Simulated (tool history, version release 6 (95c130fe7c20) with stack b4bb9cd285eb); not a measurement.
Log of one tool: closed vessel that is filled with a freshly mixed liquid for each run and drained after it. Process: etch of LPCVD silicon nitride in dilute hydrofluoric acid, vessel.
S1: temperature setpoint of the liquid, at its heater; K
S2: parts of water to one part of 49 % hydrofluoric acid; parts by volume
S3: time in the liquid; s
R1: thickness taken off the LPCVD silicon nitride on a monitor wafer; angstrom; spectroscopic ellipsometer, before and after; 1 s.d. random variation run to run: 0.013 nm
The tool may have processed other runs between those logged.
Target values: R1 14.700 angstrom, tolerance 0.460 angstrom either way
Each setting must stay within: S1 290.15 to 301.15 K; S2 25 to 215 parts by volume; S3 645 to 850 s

Run 1, day 0.000: S1 293.15 K, S2 120 parts by volume, S3 850 s. Result: R1 24.162 angstrom.
Run 2, day 0.312: S1 293.15 K, S2 145 parts by volume, S3 850 s. Result: R1 20.105 angstrom.
Run 3, day 0.596: S1 293.15 K, S2 115 parts by volume, S3 850 s. Result: R1 24.911 angstrom.
Run 4, day 0.812: S1 292.15 K, S2 125 parts by volume, S3 845 s. Result: R1 21.586 angstrom.
Run 5, day 1.083: S1 292.15 K, S2 110 parts by volume, S3 845 s. Result: R1 24.794 angstrom.
Run 6, day 1.212: S1 291.65 K, S2 125 parts by volume, S3 840 s. Result: R1 20.695 angstrom.
Run 7, day 1.467: S1 291.15 K, S2 135 parts by volume, S3 840 s. Result: R1 18.330 angstrom.
Run 8, day 1.662: S1 290.65 K, S2 140 parts by volume, S3 840 s. Result: R1 17.155 angstrom.

Below are 4 possible settings for the next run. Only one of them brings all results inside the allowed miss of their targets. Which is it?
Run A, day 1.858: S1 290.65 K, S2 145 parts by volume, S3 785 s. Result: R1 ?.
Run B, day 1.858: S1 290.65 K, S2 135 parts by volume, S3 755 s. Result: R1 ?.
Run C, day 1.858: S1 290.15 K, S2 155 parts by volume, S3 770 s. Result: R1 ?.
Run D, day 1.858: S1 290.15 K, S2 145 parts by volume, S3 760 s. Result: R1 ?.

move      R1
   A  15.821
   B  16.304
   C  14.063
   D  14.801
A: nearer than the last run, and not there yet
B: nearer than the last run, and not there yet
C: moves the result that the last run missed by most past its target, out the other side
D: in spec on every target
Answer: D

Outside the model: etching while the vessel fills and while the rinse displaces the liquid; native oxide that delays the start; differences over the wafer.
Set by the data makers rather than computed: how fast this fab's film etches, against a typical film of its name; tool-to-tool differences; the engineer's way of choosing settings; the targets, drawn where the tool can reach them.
